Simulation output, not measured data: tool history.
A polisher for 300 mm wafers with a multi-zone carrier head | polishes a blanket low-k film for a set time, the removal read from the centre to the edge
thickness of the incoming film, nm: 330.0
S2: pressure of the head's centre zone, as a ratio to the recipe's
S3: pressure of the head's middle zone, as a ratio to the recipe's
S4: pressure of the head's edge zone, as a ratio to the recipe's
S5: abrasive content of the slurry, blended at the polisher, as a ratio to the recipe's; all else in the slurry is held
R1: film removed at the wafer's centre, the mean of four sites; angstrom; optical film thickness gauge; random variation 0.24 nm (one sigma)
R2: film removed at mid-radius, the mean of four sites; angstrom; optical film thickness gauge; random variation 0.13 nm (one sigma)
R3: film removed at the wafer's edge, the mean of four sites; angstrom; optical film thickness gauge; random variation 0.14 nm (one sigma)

run 1 hour=0 | flow_of_slurry_(ml/min)=225 S2=1 S3=1 S4=1 S5=1 polishing_time_(s)=59 | R1=239.81 R2=232.16 R3=236.87
run 2 hour=6.8 | flow_of_slurry_(ml/min)=225 S2=0.94 S3=1 S4=1 S5=1 polishing_time_(s)=59 | R1=219.99 R2=233.24 R3=234.25
run 3 hour=13.5 | flow_of_slurry_(ml/min)=225 S2=0.96 S3=1.01 S4=0.94 S5=0.9 polishing_time_(s)=59 | R1=223.48 R2=225.54 R3=222.75
run 4 hour=19.3 | flow_of_slurry_(ml/min)=225 S2=0.96 S3=1.04 S4=0.9 S5=0.75 polishing_time_(s)=59 | R1=203.42 R2=220.56 R3=205.36
run 5 hour=24.6 | flow_of_slurry_(ml/min)=215 S2=0.98 S3=1.04 S4=0.87 S5=0.7 polishing_time_(s)=59 | R1=208.35 R2=213.53 R3=198.12
run 6 hour=32.7 | flow_of_slurry_(ml/min)=215 S2=0.98 S3=1.04 S4=0.95 S5=0.7 polishing_time_(s)=59 | R1=204.32 R2=213.29 R3=206.24
run 7 hour=39.8 | flow_of_slurry_(ml/min)=205 S2=0.99 S3=1.04 S4=0.9 S5=0.65 polishing_time_(s)=59 | R1=201.54 R2=205.57 R3=194.11
run 8 hour=48.3 | flow_of_slurry_(ml/min)=195 S2=0.99 S3=1.05 S4=0.87 S5=0.65 polishing_time_(s)=59 | R1=199.96 R2=208.98 R3=192.04
run 9 hour=52.3 | flow_of_slurry_(ml/min)=185 S2=1 S3=1.05 S4=0.85 S5=0.65 polishing_time_(s)=59 | R1=201.28 R2=206.67 R3=187.68

Run 10 comes next. What will it give?
run 10 hour=57 | flow_of_slurry_(ml/min)=175 S2=1 S3=1.05 S4=0.84 S5=0.65 polishing_time_(s)=59 | R1=? R2=? R3=?

R1: 198.33 angstrom
R2: 206.58 angstrom
R3: 182.86 angstrom
